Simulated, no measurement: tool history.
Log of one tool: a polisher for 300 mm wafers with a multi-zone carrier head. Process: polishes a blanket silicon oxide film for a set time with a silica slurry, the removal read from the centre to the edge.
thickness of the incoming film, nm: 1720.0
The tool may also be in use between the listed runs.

run,day,flow of slurry (ml/min),pressure of the head's centre zone,pressure of the head's middle zone,pressure of the head's edge zone,abrasive content of the slurry,polishing time (s),film removed at the wafer's centre (angstrom),film removed at mid-radius (angstrom),film removed at the wafer's edge (angstrom)
1,0,195,1,1,1,1,90,3349.9,3390,3503.2
2,0.25,185,0.97,0.99,0.96,0.95,90,3252.4,3296.1,3349.6
3,0.275,175,0.94,0.98,0.94,0.9,90,3017.6,2991.7,3167.4
4,0.558,175,0.94,0.93,0.94,0.9,90,2999.8,2963.9,3208.5
5,0.608,165,0.92,0.96,0.93,0.9,90,2849.5,2936.1,3200.7
6,0.833,165,0.88,0.96,0.93,0.9,90,2786.9,2972,3167.6
7,0.888,165,0.88,0.97,0.91,0.9,90,2855.5,3039.7,3159.1

The next listed run, before its measurement:
8,1.012,140,0.88,0.97,0.85,0.85,90,?,?,?

{"run 8": {"film removed at the wafer's centre (angstrom)": 2614.5, "film removed at mid-radius (angstrom)": 2778.4, "film removed at the wafer's edge (angstrom)": 2951.6}}

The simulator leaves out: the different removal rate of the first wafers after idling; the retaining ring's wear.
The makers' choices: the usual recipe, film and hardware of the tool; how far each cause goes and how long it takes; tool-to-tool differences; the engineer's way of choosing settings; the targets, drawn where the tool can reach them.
